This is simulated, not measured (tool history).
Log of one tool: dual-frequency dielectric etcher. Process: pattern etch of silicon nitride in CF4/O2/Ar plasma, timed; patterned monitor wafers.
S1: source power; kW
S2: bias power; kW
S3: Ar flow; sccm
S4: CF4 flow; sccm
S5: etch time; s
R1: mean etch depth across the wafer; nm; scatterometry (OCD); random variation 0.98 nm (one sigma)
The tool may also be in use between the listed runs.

| run | hour | S1 | S2 | S3 | S4 | S5 | R1 |
|---|---|---|---|---|---|---|---|
| 1 | 0.0 | 0.750 | 0.067 | 116 | 78 | 64 | 176.14 |
| 2 | 5.0 | 0.730 | 0.067 | 116 | 78 | 64 | 171.56 |
| 3 | 12.0 | 0.730 | 0.067 | 116 | 73 | 64 | 168.88 |
| 4 | 20.8 | 0.730 | 0.067 | 116 | 61 | 64 | 164.02 |
| 5 | 25.4 | 0.720 | 0.067 | 116 | 61 | 64 | 164.10 |
| 6 | 31.5 | 0.710 | 0.067 | 116 | 61 | 64 | 161.21 |
| 7 | 36.6 | 0.700 | 0.067 | 116 | 61 | 64 | 159.85 |
| 8 | 40.9 | 0.690 | 0.067 | 116 | 61 | 64 | 157.37 |

Run 9 comes next. What will it give?
| 9 | 42.7 | 0.680 | 0.067 | 116 | 61 | 64 | ? |

{"run 9": {"R1": 155.67}}
